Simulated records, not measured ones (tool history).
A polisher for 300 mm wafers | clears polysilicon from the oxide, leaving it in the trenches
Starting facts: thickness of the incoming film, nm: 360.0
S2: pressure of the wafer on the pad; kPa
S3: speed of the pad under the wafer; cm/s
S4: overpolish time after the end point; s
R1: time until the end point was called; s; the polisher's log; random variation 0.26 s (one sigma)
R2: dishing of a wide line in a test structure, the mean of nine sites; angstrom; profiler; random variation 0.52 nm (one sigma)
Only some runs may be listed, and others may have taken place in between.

{"run": 1, "hour": 0.0, "flow of slurry (ml/min)": 275, "S2": 20, "S3": 130, "S4": 8, "R1": 17.439, "R2": 357.72}
{"run": 2, "hour": 2.2, "flow of slurry (ml/min)": 275, "S2": 20, "S3": 130, "S4": 7, "R1": 17.635, "R2": 360.01}
{"run": 3, "hour": 3.5, "flow of slurry (ml/min)": 275, "S2": 20, "S3": 130, "S4": 4, "R1": 17.028, "R2": 308.58}
{"run": 4, "hour": 11.9, "flow of slurry (ml/min)": 275, "S2": 20.7, "S3": 130, "S4": 3, "R1": 16.729, "R2": 298.45}
{"run": 5, "hour": 12.8, "flow of slurry (ml/min)": 275, "S2": 21.4, "S3": 128, "S4": 3, "R1": 16.651, "R2": 283.47}
{"run": 6, "hour": 13.8, "flow of slurry (ml/min)": 275, "S2": 22.1, "S3": 124, "S4": 3, "R1": 16.491, "R2": 287.86}
{"run": 7, "hour": 22.6, "flow of slurry (ml/min)": 275, "S2": 23.4, "S3": 118, "S4": 3, "R1": 16.414, "R2": 299.48}
{"run": 8, "hour": 25.3, "flow of slurry (ml/min)": 265, "S2": 22.1, "S3": 128, "S4": 3, "R1": 16.133, "R2": 286.03}
{"run": 9, "hour": 26.2, "flow of slurry (ml/min)": 250, "S2": 22.1, "S3": 128, "S4": 3, "R1": 16.142, "R2": 291.46}

Predict the results of run 10:
{"run": 10, "hour": 27.0, "flow of slurry (ml/min)": 235, "S2": 22.1, "S3": 128, "S4": 3, "R1": "?", "R2": "?"}

R1: 15.667 s
R2: 292.11 angstrom
